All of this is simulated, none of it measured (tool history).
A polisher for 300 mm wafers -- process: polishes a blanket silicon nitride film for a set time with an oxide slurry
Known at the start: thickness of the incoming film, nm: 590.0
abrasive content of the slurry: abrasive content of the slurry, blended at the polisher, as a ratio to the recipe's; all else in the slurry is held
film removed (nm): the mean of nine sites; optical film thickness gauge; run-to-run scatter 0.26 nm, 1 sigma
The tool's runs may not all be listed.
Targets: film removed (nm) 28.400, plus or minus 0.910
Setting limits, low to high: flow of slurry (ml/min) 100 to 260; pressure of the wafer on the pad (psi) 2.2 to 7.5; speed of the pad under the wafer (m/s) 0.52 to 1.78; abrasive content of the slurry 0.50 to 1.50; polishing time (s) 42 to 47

run	hour	flow of slurry (ml/min)	pressure of the wafer on the pad (psi)	speed of the pad under the wafer (m/s)	abrasive content of the slurry	polishing time (s)	film removed (nm)
1	0.0	165	4.8	1.14	1.00	47	50.091
2	6.8	160	4.3	1.14	1.00	47	44.790
3	15.0	160	4.3	1.14	0.85	47	41.538
4	17.6	160	4.3	1.14	0.85	42	36.464
5	18.9	160	5.3	1.14	0.85	42	45.104
6	23.2	160	5.3	1.14	0.95	42	47.892
7	31.1	155	4.8	1.14	0.95	42	43.358
8	32.6	150	4.4	1.14	0.95	42	38.716
9	36.7	125	3.0	1.12	0.95	42	25.783
10	45.5	130	3.0	1.12	0.95	42	26.101

Pick the move, out of 5, that brings all results within their allowed miss; only one does.
A	54.3	115	3.5	1.16	0.90	43	?
B	54.3	115	2.6	1.14	0.95	42	?
C	54.3	195	2.5	1.50	1.00	45	?
D	54.3	135	3.1	1.10	0.95	44	?
E	54.3	120	3.4	1.22	0.85	44	?

move	film removed (nm)
A	29.960
B	22.361
C	30.599
D	28.112
E	30.201
A: pushes the last run's worst result past its target
B: misses by more than the last run did
C: pushes the last run's worst result past its target
D: every result lands within tolerance
E: pushes the last run's worst result past its target
Answer: D
